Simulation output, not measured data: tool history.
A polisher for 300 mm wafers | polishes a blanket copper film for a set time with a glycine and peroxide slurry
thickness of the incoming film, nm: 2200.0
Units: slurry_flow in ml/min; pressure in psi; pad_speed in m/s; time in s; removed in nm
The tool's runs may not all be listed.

{"run": 1, "hour": 0.0, "slurry_flow": 270, "pressure": 3.3, "pad_speed": 1.22, "time": 88, "removed": 764.58}
{"run": 2, "hour": 6.3, "slurry_flow": 270, "pressure": 3.3, "pad_speed": 1.5, "time": 88, "removed": 901.51}
{"run": 3, "hour": 8.6, "slurry_flow": 270, "pressure": 3.3, "pad_speed": 1.5, "time": 92, "removed": 907.53}
{"run": 4, "hour": 11.2, "slurry_flow": 225, "pressure": 3.3, "pad_speed": 1.5, "time": 92, "removed": 888.41}
{"run": 5, "hour": 16.0, "slurry_flow": 220, "pressure": 2.8, "pad_speed": 1.48, "time": 92, "removed": 803.51}
{"run": 6, "hour": 18.8, "slurry_flow": 220, "pressure": 2.4, "pad_speed": 1.42, "time": 92, "removed": 696.62}

Run 7 comes next. What will it give?
{"run": 7, "hour": 19.3, "slurry_flow": 220, "pressure": 2.1, "pad_speed": 1.4, "time": 92, "removed": "?"}

{"run 7": {"removed": 620.41}}
